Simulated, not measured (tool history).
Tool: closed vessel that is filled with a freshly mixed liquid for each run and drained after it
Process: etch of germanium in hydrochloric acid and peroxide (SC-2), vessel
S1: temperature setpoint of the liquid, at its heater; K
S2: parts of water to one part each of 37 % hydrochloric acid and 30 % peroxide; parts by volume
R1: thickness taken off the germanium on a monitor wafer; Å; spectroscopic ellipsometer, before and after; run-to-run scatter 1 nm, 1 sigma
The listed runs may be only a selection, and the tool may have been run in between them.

run 1 hour=0.0 | S1=328.15 S2=11.5 time_in_the_liquid_(s)=105 | R1=1810.3
run 2 hour=6.7 | S1=328.15 S2=11.5 time_in_the_liquid_(s)=110 | R1=1889.7
run 3 hour=8.8 | S1=328.15 S2=11.5 time_in_the_liquid_(s)=110 | R1=1887.1
run 4 hour=14.9 | S1=330.65 S2=11.5 time_in_the_liquid_(s)=110 | R1=2036.9
run 5 hour=19.9 | S1=330.65 S2=15.5 time_in_the_liquid_(s)=110 | R1=1967.9
run 6 hour=23.7 | S1=337.65 S2=15.5 time_in_the_liquid_(s)=110 | R1=2388.5
run 7 hour=26.7 | S1=337.65 S2=15.5 time_in_the_liquid_(s)=110 | R1=2396.2
run 8 hour=34.8 | S1=338.65 S2=15.5 time_in_the_liquid_(s)=110 | R1=2455.5

Expected results for the next run?
run 9 hour=36.2 | S1=339.15 S2=15.5 time_in_the_liquid_(s)=110 | R1=?

{"run 9": {"R1": 2504.0}}
